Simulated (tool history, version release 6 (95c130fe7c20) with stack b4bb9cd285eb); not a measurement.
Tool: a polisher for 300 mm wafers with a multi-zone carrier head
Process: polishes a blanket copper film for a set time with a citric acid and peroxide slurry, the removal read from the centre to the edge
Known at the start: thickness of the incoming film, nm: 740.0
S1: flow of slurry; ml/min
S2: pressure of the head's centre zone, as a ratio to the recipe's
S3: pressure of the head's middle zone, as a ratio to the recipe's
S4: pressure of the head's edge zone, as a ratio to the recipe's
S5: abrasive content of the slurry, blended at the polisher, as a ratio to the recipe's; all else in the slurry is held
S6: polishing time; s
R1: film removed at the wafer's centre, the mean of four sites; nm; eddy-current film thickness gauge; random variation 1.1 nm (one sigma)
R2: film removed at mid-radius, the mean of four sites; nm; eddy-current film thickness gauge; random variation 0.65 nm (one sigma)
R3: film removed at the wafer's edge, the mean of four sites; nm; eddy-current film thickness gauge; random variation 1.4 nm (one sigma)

run  hour   S1    S2    S3    S4    S5  S6      R1      R2      R3
  1   0.0  170  1.00  1.00  1.00  1.00  56  176.73  176.95  173.32
  2   7.1  170  1.08  1.00  1.00  1.00  56  190.10  177.56  174.24
  3  12.9  170  1.08  1.00  1.00  1.20  56  202.89  185.63  181.15
  4  15.6  155  1.08  1.00  1.00  1.20  56  198.02  183.77  178.48
  5  18.0  155  1.08  1.00  1.00  1.20  47  161.26  154.74  149.32
  6  25.2  130  1.08  1.00  1.00  1.20  47  158.06  150.69  147.90

The next listed run, before its measurement:
  7  31.9  135  1.05  0.97  0.95  0.95  45   ?   ?   ?

Run 7 gave R1 140.27 nm, R2 132.60 nm, R3 129.26 nm.
